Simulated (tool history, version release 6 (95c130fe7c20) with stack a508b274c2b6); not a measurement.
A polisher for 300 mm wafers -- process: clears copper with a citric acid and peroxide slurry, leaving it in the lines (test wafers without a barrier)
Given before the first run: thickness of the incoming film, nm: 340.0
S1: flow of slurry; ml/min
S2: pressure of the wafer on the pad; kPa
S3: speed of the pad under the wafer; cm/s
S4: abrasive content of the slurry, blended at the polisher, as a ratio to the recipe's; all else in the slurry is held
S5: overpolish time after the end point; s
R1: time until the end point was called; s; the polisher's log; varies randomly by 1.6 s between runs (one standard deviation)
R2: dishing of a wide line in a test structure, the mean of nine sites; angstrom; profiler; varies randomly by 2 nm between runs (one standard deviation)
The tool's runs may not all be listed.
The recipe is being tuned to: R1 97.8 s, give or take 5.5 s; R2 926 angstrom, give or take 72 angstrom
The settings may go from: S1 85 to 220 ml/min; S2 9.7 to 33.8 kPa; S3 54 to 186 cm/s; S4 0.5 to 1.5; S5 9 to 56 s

{"run": 1, "hour": 0.0, "S1": 140, "S2": 21.4, "S3": 118, "S4": 1, "S5": 29, "R1": 110.57, "R2": 584.7}
{"run": 2, "hour": 5.5, "S1": 140, "S2": 22.1, "S3": 118, "S4": 1, "S5": 32, "R1": 107.2, "R2": 664.38}
{"run": 3, "hour": 10.3, "S1": 115, "S2": 22.1, "S3": 118, "S4": 1, "S5": 32, "R1": 110.97, "R2": 611.22}
{"run": 4, "hour": 13.4, "S1": 125, "S2": 22.8, "S3": 118, "S4": 1, "S5": 34, "R1": 107.56, "R2": 700.14}
{"run": 5, "hour": 21.1, "S1": 130, "S2": 23.4, "S3": 118, "S4": 1, "S5": 35, "R1": 105.28, "R2": 738.83}
{"run": 6, "hour": 23.2, "S1": 135, "S2": 24.1, "S3": 118, "S4": 1, "S5": 36, "R1": 99.382, "R2": 704.76}
{"run": 7, "hour": 26.0, "S1": 135, "S2": 24.1, "S3": 118, "S4": 1, "S5": 36, "R1": 100.24, "R2": 754.37}
{"run": 8, "hour": 33.4, "S1": 135, "S2": 24.1, "S3": 118, "S4": 1, "S5": 38, "R1": 99.223, "R2": 762.9}
{"run": 9, "hour": 41.5, "S1": 135, "S2": 24.1, "S3": 118, "S4": 1, "S5": 40, "R1": 100.52, "R2": 840.74}
{"run": 10, "hour": 47.2, "S1": 135, "S2": 24.1, "S3": 118, "S4": 1, "S5": 41, "R1": 100.83, "R2": 825.13}
{"run": 11, "hour": 53.7, "S1": 135, "S2": 24.1, "S3": 118, "S4": 1, "S5": 42, "R1": 102.86, "R2": 844.03}
{"run": 12, "hour": 61.3, "S1": 135, "S2": 24.1, "S3": 118, "S4": 1, "S5": 43, "R1": 98.419, "R2": 844.59}
{"run": 13, "hour": 62.3, "S1": 135, "S2": 24.1, "S3": 118, "S4": 1, "S5": 44, "R1": 102.11, "R2": 877.51}

Of the 4 settings listed for the next run, only one would bring every result within its allowed miss of target. Which one?
{"run": "A", "hour": 63.3, "S1": 135, "S2": 22.8, "S3": 128, "S4": 1, "S5": 39, "R1": "?", "R2": "?"}
{"run": "B", "hour": 63.3, "S1": 140, "S2": 21.4, "S3": 138, "S4": 0.95, "S5": 48, "R1": "?", "R2": "?"}
{"run": "C", "hour": 63.3, "S1": 145, "S2": 22.8, "S3": 116, "S4": 0.85, "S5": 47, "R1": "?", "R2": "?"}
{"run": "D", "hour": 63.3, "S1": 125, "S2": 23.4, "S3": 120, "S4": 1, "S5": 41, "R1": "?", "R2": "?"}

move=A R1=102.8 R2=757.74
move=B R1=102.46 R2=867.91
move=C R1=111.11 R2=816.7
move=D R1=106.58 R2=766.94
A: the worst result of the last run now meets its target, but another is out of spec
B: all results land within tolerance of their targets
C: misses by more than the last run did
D: misses by more than the last run did
B is the move that brings every result within its allowed miss.
